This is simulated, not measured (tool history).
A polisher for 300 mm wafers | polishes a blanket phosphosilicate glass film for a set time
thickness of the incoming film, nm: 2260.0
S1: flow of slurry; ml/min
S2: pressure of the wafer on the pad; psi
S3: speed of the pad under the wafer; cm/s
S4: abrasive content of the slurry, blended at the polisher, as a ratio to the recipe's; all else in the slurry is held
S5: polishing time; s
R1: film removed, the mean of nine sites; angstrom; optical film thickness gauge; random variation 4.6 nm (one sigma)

Run 1, hour 0: S1 140 ml/min, S2 4.2 psi, S3 104 cm/s, S4 1, S5 49 s. Result: R1 4778.5 angstrom.
Run 2, hour 1.4: S1 145 ml/min, S2 4.3 psi, S3 104 cm/s, S4 1, S5 49 s. Result: R1 4876.3 angstrom.
Run 3, hour 5.2: S1 150 ml/min, S2 4.4 psi, S3 104 cm/s, S4 1, S5 49 s. Result: R1 4956.9 angstrom.
Run 4, hour 6: S1 120 ml/min, S2 4.4 psi, S3 104 cm/s, S4 1, S5 49 s. Result: R1 4727.9 angstrom.
Run 5, hour 14.6: S1 130 ml/min, S2 4.4 psi, S3 104 cm/s, S4 1, S5 49 s. Result: R1 4803.5 angstrom.
Run 6, hour 17.3: S1 100 ml/min, S2 4.4 psi, S3 104 cm/s, S4 1, S5 49 s. Result: R1 4526 angstrom.
Run 7, hour 23.3: S1 110 ml/min, S2 4.4 psi, S3 104 cm/s, S4 1, S5 49 s. Result: R1 4645 angstrom.
Run 8, hour 27.2: S1 120 ml/min, S2 4.4 psi, S3 104 cm/s, S4 1, S5 49 s. Result: R1 4729.1 angstrom.

The next listed run, before its measurement:
Run 9, hour 36.2: S1 160 ml/min, S2 4.9 psi, S3 104 cm/s, S4 1, S5 49 s. Result: R1 ?.

{"run 9": {"R1": 5450.8}}
